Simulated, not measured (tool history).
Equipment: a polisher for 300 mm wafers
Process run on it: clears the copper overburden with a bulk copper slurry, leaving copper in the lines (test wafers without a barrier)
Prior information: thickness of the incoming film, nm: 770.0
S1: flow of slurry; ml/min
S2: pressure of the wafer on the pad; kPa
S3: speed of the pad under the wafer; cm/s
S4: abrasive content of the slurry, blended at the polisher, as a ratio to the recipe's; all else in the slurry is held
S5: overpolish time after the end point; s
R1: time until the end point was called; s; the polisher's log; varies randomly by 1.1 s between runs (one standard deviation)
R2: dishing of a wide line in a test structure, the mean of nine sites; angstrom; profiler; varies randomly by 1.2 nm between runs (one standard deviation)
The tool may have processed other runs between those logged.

run 1 hour=0.0 | S1=230 S2=12.4 S3=118 S4=1.0 S5=21 | R1=137.53 R2=563.24
run 2 hour=0.6 | S1=230 S2=13.1 S3=118 S4=1.0 S5=21 | R1=130.85 R2=572.53
run 3 hour=8.3 | S1=230 S2=13.1 S3=98 S4=1.0 S5=21 | R1=151.08 R2=518.90
run 4 hour=16.0 | S1=230 S2=13.1 S3=98 S4=1.0 S5=28 | R1=155.56 R2=620.72
run 5 hour=17.2 | S1=230 S2=14.5 S3=98 S4=1.0 S5=27 | R1=141.45 R2=650.07
run 6 hour=24.0 | S1=230 S2=13.1 S3=98 S4=1.0 S5=27 | R1=155.43 R2=618.46
run 7 hour=25.4 | S1=230 S2=14.5 S3=98 S4=1.0 S5=26 | R1=140.85 R2=644.85
run 8 hour=29.8 | S1=230 S2=15.9 S3=98 S4=1.0 S5=24 | R1=129.39 R2=658.57

Run 9 has not been measured yet. What should we expect?
run 9 hour=35.6 | S1=230 S2=16.5 S3=100 S4=1.0 S5=23 | R1=? R2=?

{"run 9": {"R1": 121.53, "R2": 654.54}}

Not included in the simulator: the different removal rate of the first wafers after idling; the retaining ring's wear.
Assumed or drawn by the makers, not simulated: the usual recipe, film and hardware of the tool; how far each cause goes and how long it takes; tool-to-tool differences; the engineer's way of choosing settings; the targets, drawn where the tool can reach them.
